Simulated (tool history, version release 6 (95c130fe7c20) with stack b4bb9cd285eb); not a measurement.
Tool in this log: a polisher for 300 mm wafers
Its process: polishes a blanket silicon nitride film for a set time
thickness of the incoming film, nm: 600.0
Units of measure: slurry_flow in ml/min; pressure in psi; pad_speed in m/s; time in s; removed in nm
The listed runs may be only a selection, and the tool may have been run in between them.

run,hour,slurry_flow,pressure,pad_speed,time,removed
1,0.0,240,4.0,0.94,116,176.30
2,3.0,240,4.4,0.94,116,193.16
3,6.6,245,4.6,0.94,116,205.78
4,8.1,305,4.6,0.94,116,212.42
5,14.5,305,4.6,0.82,116,193.29
6,17.9,305,4.6,1.00,116,217.33

Predict the results of run 7:
7,21.1,305,4.7,1.00,116,?

removed: 220.28 nm
